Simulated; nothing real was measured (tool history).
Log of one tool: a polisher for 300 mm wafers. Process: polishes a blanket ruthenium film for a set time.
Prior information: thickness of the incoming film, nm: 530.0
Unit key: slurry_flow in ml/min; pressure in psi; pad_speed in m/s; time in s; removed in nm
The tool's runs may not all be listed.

Run 1, hour 0.0: slurry_flow 215 ml/min, pressure 1.7 psi, pad_speed 1.22 m/s, time 62 s. Result: removed 57.831 nm.
Run 2, hour 6.9: slurry_flow 215 ml/min, pressure 1.5 psi, pad_speed 1.16 m/s, time 62 s. Result: removed 48.063 nm.
Run 3, hour 9.1: slurry_flow 165 ml/min, pressure 1.5 psi, pad_speed 1.16 m/s, time 62 s. Result: removed 46.627 nm.
Run 4, hour 13.5: slurry_flow 165 ml/min, pressure 1.5 psi, pad_speed 1.16 m/s, time 62 s. Result: removed 46.097 nm.
Run 5, hour 22.1: slurry_flow 165 ml/min, pressure 1.5 psi, pad_speed 1.32 m/s, time 62 s. Result: removed 52.884 nm.
Run 6, hour 26.0: slurry_flow 165 ml/min, pressure 1.3 psi, pad_speed 1.26 m/s, time 62 s. Result: removed 44.579 nm.
Run 7, hour 30.7: slurry_flow 165 ml/min, pressure 1.2 psi, pad_speed 1.22 m/s, time 62 s. Result: removed 39.905 nm.
Run 8, hour 31.6: slurry_flow 165 ml/min, pressure 1.1 psi, pad_speed 1.20 m/s, time 62 s. Result: removed 35.596 nm.

Expected results for the next run?
Run 9, hour 39.5: slurry_flow 165 ml/min, pressure 1.0 psi, pad_speed 1.20 m/s, time 62 s. Result: removed ?.

Run 9 measured removed 32.714 nm.
